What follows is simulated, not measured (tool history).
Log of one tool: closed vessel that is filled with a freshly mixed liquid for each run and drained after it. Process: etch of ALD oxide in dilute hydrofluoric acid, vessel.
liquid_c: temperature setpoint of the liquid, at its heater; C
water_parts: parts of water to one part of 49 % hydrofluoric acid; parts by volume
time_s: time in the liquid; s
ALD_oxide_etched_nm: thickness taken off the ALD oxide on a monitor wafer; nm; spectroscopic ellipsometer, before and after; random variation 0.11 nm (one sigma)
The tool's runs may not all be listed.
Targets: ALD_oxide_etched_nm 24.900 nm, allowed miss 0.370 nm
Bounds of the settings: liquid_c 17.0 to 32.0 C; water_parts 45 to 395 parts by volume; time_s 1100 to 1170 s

run,hour,liquid_c,water_parts,time_s,ALD_oxide_etched_nm
1,0.0,24.0,220,1100,54.866
2,6.0,22.5,240,1100,46.651
3,12.1,21.5,255,1100,41.555
4,20.2,20.5,270,1100,37.652
5,25.5,20.5,270,1170,40.141
6,29.9,20.5,220,1170,50.656
7,37.5,20.0,245,1170,44.078
8,40.3,19.5,265,1170,38.916
9,43.7,19.0,280,1170,35.950
10,51.8,18.5,290,1170,33.961

Which of these 5 next moves meets every target?
A,59.9,20.5,275,1170,?
B,59.9,17.0,330,1115,?
C,59.9,18.0,345,1100,?
D,59.9,19.5,245,1170,?
E,59.9,17.0,345,1100,?

move,ALD_oxide_etched_nm
A,38.779
B,25.792
C,24.947
D,43.113
E,24.045
A: further off than the last run
B: nearer than the last run, and not there yet
C: meets every target
D: further off than the last run
E: takes the result that was furthest off past its target
Move C is the one to make.
